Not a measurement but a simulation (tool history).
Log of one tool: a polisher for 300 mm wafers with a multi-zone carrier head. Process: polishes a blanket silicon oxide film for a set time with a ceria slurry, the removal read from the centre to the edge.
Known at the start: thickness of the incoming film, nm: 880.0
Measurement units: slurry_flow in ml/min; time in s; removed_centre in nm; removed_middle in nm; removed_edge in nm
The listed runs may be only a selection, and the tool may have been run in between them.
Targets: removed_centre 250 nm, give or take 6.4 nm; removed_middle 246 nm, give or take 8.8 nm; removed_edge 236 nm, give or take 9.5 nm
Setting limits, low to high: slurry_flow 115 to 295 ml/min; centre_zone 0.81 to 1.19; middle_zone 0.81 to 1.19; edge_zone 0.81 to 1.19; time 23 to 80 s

run 1 day=0 | slurry_flow=190 centre_zone=1 middle_zone=1 edge_zone=1 time=51 | removed_centre=395.56 removed_middle=350.86 removed_edge=348.79
run 2 day=0.1 | slurry_flow=190 centre_zone=1 middle_zone=1 edge_zone=1.06 time=51 | removed_centre=393.48 removed_middle=354.58 removed_edge=366.78
run 3 day=0.454 | slurry_flow=160 centre_zone=1 middle_zone=1 edge_zone=1.06 time=51 | removed_centre=379.15 removed_middle=343.67 removed_edge=355.13
run 4 day=0.542 | slurry_flow=155 centre_zone=0.98 middle_zone=0.99 edge_zone=1.04 time=50 | removed_centre=367.93 removed_middle=330.98 removed_edge=338.96
run 5 day=0.892 | slurry_flow=155 centre_zone=0.98 middle_zone=0.99 edge_zone=1.12 time=50 | removed_centre=367.01 removed_middle=332.26 removed_edge=357.08
-- day=1.25 centre zone pressure recalibrated
run 6 day=1.25 | slurry_flow=155 centre_zone=0.93 middle_zone=0.99 edge_zone=1.12 time=50 | removed_centre=317.77 removed_middle=329.05 removed_edge=350.52
run 7 day=1.608 | slurry_flow=155 centre_zone=0.93 middle_zone=0.99 edge_zone=1.12 time=50 | removed_centre=316.82 removed_middle=324.58 removed_edge=356.7
run 8 day=1.821 | slurry_flow=180 centre_zone=0.97 middle_zone=0.98 edge_zone=1.02 time=36 | removed_centre=247.92 removed_middle=243.45 removed_edge=255.16

Pick the move, out of 5, that brings all results within their allowed miss; only one does.
run A day=2.033 | slurry_flow=155 centre_zone=1.06 middle_zone=1.05 edge_zone=0.89 time=34 | removed_centre=? removed_middle=? removed_edge=?
run B day=2.033 | slurry_flow=160 centre_zone=0.93 middle_zone=1 edge_zone=1.07 time=38 | removed_centre=? removed_middle=? removed_edge=?
run C day=2.033 | slurry_flow=210 centre_zone=1.04 middle_zone=1.09 edge_zone=1.05 time=33 | removed_centre=? removed_middle=? removed_edge=?
run D day=2.033 | slurry_flow=245 centre_zone=0.86 middle_zone=0.84 edge_zone=1.11 time=38 | removed_centre=? removed_middle=? removed_edge=?
run E day=2.033 | slurry_flow=190 centre_zone=1.05 middle_zone=1.08 edge_zone=0.91 time=33 | removed_centre=? removed_middle=? removed_edge=?

move=A removed_centre=245.51 removed_middle=232.4 removed_edge=217.52
move=B removed_centre=242.21 removed_middle=251.97 removed_edge=265.48
move=C removed_centre=248.39 removed_middle=244.97 removed_edge=236.28
move=D removed_centre=241.34 removed_middle=236.92 removed_edge=284.56
move=E removed_centre=246.42 removed_middle=239.48 removed_edge=219.05
A: the result that was furthest off in the last run now lies on the other side of its target
B: further off than the last run
C: every result within its allowed miss
D: further off than the last run
E: the result that was furthest off in the last run now lies on the other side of its target
Move C is the one to make.

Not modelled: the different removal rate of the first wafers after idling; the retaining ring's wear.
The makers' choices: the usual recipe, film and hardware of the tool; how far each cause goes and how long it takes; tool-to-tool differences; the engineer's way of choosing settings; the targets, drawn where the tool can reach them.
